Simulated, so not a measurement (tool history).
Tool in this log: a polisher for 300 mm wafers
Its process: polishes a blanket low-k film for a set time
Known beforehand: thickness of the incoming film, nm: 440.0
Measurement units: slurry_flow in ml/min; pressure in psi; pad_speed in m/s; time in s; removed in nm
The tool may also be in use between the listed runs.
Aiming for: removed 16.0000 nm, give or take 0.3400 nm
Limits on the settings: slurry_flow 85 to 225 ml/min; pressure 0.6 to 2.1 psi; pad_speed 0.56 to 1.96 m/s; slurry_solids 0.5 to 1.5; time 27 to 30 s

run	day	slurry_flow	pressure	pad_speed	slurry_solids	time	removed
1	0.000	145	1.3	1.26	1.0	30	9.2869
2	0.312	145	1.6	1.26	1.0	30	11.3240
3	0.633	145	1.6	1.26	1.1	30	11.9250
4	0.892	145	1.4	1.26	1.1	30	10.4700
5	1.008	125	1.4	1.26	1.1	30	10.2450
6	1.321	125	1.6	1.26	1.1	30	11.6770
7	1.571	125	1.6	1.26	1.1	30	11.5150
8	1.871	145	1.7	1.26	1.1	30	12.5190
9	1.929	150	1.8	1.26	1.1	30	13.5170
10	2.054	150	1.8	1.26	1.1	30	13.3660
11	2.342	155	1.9	1.26	1.1	30	14.1690
12	2.383	160	1.9	1.26	1.1	30	14.1540
13	2.654	160	2.0	1.26	1.1	30	14.9950

4 next moves are on the table. One of them brings every result within its allowed miss. Which?
A	2.925	145	2.0	1.44	1.1	29	?
B	2.925	150	2.1	1.30	1.1	29	?
C	2.925	155	2.1	1.36	1.1	30	?
D	2.925	180	2.0	1.30	1.1	27	?

move	removed
A	15.8570
B	15.3970
C	16.5810
D	13.9740
A: meets every target
B: better than the last run, though not everything is in spec
C: takes the result that was furthest off past its target
D: moves away from the targets compared with the last run
A meets every target.
